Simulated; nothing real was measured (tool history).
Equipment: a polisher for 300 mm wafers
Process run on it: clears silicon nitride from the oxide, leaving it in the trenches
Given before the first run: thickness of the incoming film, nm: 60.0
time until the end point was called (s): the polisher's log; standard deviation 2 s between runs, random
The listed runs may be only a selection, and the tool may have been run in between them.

| run | day | flow of slurry (ml/min) | pressure of the wafer on the pad (psi) | speed of the pad under the wafer (cm/s) | overpolish time after the end point (s) | time until the end point was called (s) |
|---|---|---|---|---|---|---|
| 1 | 0 | 135 | 2.1 | 100 | 7 | 111.07 |
| 2 | 0.217 | 165 | 2.1 | 100 | 7 | 101.71 |
| 3 | 0.371 | 165 | 2.1 | 116 | 7 | 90.453 |
| 4 | 0.671 | 165 | 2.1 | 96 | 7 | 105.9 |
| 5 | 0.904 | 165 | 2.1 | 80 | 7 | 130.71 |
| 6 | 1 | 165 | 2.1 | 102 | 7 | 101.7 |
| 7 | 1.046 | 160 | 2 | 102 | 7 | 106.8 |
| 8 | 1.167 | 155 | 1.9 | 102 | 7 | 114.38 |
| 9 | 1.196 | 150 | 1.8 | 102 | 7 | 119.91 |

Run 10 comes next. What will it give?
| 10 | 1.283 | 145 | 1.7 | 102 | 7 | ? |

For run 10 the tool returned time until the end point was called (s) 128.89.
